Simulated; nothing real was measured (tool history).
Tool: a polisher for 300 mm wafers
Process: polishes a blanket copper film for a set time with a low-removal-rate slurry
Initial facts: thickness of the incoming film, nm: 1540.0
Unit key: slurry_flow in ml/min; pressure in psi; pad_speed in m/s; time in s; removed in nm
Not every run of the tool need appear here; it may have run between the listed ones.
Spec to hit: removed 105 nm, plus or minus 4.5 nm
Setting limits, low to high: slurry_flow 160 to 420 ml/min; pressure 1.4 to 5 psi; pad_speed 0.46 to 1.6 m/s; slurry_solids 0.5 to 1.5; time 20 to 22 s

run 1 day=0 | slurry_flow=270 pressure=3.2 pad_speed=1.02 slurry_solids=1 time=22 | removed=66.125
run 2 day=0.308 | slurry_flow=270 pressure=3.2 pad_speed=1.02 slurry_solids=1.15 time=22 | removed=67.044
run 3 day=0.396 | slurry_flow=270 pressure=3.2 pad_speed=0.86 slurry_solids=1.15 time=22 | removed=58.323
run 4 day=0.525 | slurry_flow=270 pressure=3.2 pad_speed=0.86 slurry_solids=0.95 time=22 | removed=54.175
run 5 day=0.838 | slurry_flow=240 pressure=3.2 pad_speed=0.86 slurry_solids=0.95 time=22 | removed=53.83
run 6 day=1.158 | slurry_flow=240 pressure=3.2 pad_speed=0.86 slurry_solids=0.8 time=22 | removed=52.794
run 7 day=1.217 | slurry_flow=240 pressure=3.4 pad_speed=0.88 slurry_solids=0.8 time=22 | removed=57.171
run 8 day=1.3 | slurry_flow=240 pressure=3.6 pad_speed=0.9 slurry_solids=0.8 time=22 | removed=60.958
run 9 day=1.392 | slurry_flow=245 pressure=4.5 pad_speed=1.1 slurry_solids=0.85 time=22 | removed=94.792

Below are 4 possible settings for the next run. Only one of them brings all results inside the allowed miss of their targets. Which is it?
run A day=1.483 | slurry_flow=250 pressure=4.5 pad_speed=1.06 slurry_solids=0.85 time=21 | removed=?
run B day=1.483 | slurry_flow=220 pressure=4.7 pad_speed=1.06 slurry_solids=0.8 time=21 | removed=?
run C day=1.483 | slurry_flow=245 pressure=5 pad_speed=1.08 slurry_solids=0.9 time=22 | removed=?
run D day=1.483 | slurry_flow=325 pressure=4.2 pad_speed=1.2 slurry_solids=0.9 time=20 | removed=?

move=A removed=87.199
move=B removed=88.719
move=C removed=104.17
move=D removed=90.662
A: further off than the last run
B: further off than the last run
C: in spec on every target
D: further off than the last run
Answer: C

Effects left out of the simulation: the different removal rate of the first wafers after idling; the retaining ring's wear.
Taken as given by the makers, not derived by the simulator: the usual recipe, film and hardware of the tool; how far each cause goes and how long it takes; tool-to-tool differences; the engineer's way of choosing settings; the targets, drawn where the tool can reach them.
